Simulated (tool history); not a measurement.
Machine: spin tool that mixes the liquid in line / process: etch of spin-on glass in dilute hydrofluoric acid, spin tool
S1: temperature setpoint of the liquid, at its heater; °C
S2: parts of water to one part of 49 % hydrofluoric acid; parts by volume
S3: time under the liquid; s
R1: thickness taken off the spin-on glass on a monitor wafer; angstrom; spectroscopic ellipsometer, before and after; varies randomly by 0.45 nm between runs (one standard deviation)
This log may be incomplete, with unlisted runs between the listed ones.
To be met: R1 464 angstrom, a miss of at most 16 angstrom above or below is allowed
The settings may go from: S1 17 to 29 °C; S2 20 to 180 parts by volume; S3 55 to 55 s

run,hour,S1,S2,S3,R1
1,0,21,100,55,273.56
2,4.7,23.5,95,55,319.43
3,11.6,27,95,55,372.23
4,12.8,27.5,90,55,401
5,15.1,28,85,55,437.76
6,21.5,25.5,85,55,400.59
7,26.4,26.5,85,55,409.32
8,27.9,27,85,55,420.72
9,34.2,27.5,85,55,431.05
10,41.5,28,85,55,438.13
11,47,28.5,85,55,444.83

Which one of the following 4 next-run settings gets every result inside its allowed miss? There is exactly one.
A,52.5,23.5,75,55,?
B,52.5,27.5,80,55,?
C,52.5,27.5,85,55,?
D,52.5,26.5,85,55,?

move,R1
A,416.55
B,454.84
C,425.16
D,408.89
A: its largest miss is bigger than the last run's
B: hits every target within its allowed miss
C: its largest miss is bigger than the last run's
D: its largest miss is bigger than the last run's
B meets every target.

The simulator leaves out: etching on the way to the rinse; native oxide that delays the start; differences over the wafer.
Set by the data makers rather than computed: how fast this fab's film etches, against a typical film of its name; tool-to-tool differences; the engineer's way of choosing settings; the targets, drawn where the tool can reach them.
